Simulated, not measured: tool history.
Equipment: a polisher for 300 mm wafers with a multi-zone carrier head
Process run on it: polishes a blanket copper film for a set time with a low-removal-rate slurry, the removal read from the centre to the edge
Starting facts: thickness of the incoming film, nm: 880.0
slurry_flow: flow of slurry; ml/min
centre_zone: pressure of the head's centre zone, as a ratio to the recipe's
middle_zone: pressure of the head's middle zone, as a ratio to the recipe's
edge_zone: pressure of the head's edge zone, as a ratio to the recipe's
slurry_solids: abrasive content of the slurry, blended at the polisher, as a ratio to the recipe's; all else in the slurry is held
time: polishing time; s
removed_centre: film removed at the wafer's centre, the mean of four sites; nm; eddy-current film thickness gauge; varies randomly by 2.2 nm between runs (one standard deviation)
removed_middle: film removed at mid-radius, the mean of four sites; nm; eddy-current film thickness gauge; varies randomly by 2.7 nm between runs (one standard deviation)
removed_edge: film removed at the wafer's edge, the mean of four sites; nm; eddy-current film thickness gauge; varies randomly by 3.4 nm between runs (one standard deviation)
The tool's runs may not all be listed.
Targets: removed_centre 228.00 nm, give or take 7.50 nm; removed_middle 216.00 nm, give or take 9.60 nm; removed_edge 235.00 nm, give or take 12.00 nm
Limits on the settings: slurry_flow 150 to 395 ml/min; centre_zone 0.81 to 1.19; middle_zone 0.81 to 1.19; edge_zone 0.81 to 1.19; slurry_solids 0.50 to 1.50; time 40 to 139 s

run,hour,slurry_flow,centre_zone,middle_zone,edge_zone,slurry_solids,time,removed_centre,removed_middle,removed_edge
1,0.0,250,1.00,1.00,1.00,1.00,89,150.17,153.27,155.18
2,8.4,250,1.02,1.00,1.03,1.15,94,169.59,167.60,172.05
3,11.2,250,1.02,1.00,1.03,1.15,79,143.56,143.03,145.74
4,19.4,250,1.02,1.00,1.03,1.05,79,140.04,139.10,141.81
5,23.4,250,1.03,1.00,1.06,1.15,87,155.62,158.31,159.61
6,27.4,250,1.04,0.98,1.08,1.25,94,177.14,170.76,184.63
7,31.1,255,1.06,0.99,1.10,1.30,97,187.51,182.48,193.55
8,37.0,260,1.07,0.99,1.12,1.35,99,198.36,183.13,198.12
9,45.7,255,1.02,1.01,1.15,1.50,115,227.09,231.95,243.54

Pick the move, out of 5, that brings all results within their allowed miss; only one does.
A,54.4,200,0.91,0.82,1.19,1.45,129,?,?,?
B,54.4,245,1.09,1.01,1.11,1.50,101,?,?,?
C,54.4,310,1.06,0.98,1.15,1.35,113,?,?,?
D,54.4,275,0.96,0.97,1.13,1.50,112,?,?,?
E,54.4,255,1.05,0.94,1.09,1.45,104,?,?,?

move,removed_centre,removed_middle,removed_edge
A,222.40,208.54,265.14
B,209.85,201.90,206.27
C,229.46,219.48,232.80
D,213.72,219.58,233.44
E,208.78,194.85,209.42
A: the furthest-off result lands on target, but another misses its tolerance
B: takes the result that was furthest off past its target
C: hits every target within its allowed miss
D: the furthest-off result lands on target, but another misses its tolerance
E: takes the result that was furthest off past its target
The move that meets every target is C.
